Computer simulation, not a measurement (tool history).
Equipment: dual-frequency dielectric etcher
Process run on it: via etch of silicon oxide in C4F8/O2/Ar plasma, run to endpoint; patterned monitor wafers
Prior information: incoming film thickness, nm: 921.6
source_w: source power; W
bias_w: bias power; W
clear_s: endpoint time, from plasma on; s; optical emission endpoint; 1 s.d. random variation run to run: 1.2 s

Run 1, hour 0: source_w 2640 W, bias_w 2800 W. Result: clear_s 145.4 s.
Run 2, hour 7.3: source_w 2960 W, bias_w 2800 W. Result: clear_s 137.27 s.
Run 3, hour 8.7: source_w 3190 W, bias_w 2800 W. Result: clear_s 131.1 s.
Run 4, hour 11.4: source_w 2810 W, bias_w 2800 W. Result: clear_s 139.9 s.
Run 5, hour 17.2: source_w 2700 W, bias_w 2767 W. Result: clear_s 144.61 s.
Run 6, hour 19.7: source_w 2610 W, bias_w 2745 W. Result: clear_s 147.65 s.
Run 7, hour 20.3: source_w 2530 W, bias_w 2727 W. Result: clear_s 151.45 s.
Run 8, hour 21.4: source_w 2470 W, bias_w 2716 W. Result: clear_s 152.33 s.
Run 9, hour 26.1: source_w 2410 W, bias_w 2702 W. Result: clear_s 157.67 s.
Run 10, hour 34.4: source_w 2370 W, bias_w 2696 W. Result: clear_s 157.9 s.
Run 11, hour 36.4: source_w 2330 W, bias_w 2689 W. Result: clear_s 159.74 s.
Run 12, hour 38.6: source_w 2300 W, bias_w 2683 W. Result: clear_s 163.47 s.

What will run 13 give?
Run 13, hour 40.5: source_w 2280 W, bias_w 2680 W. Result: clear_s ?.

Run 13 produced clear_s 163.13 s.
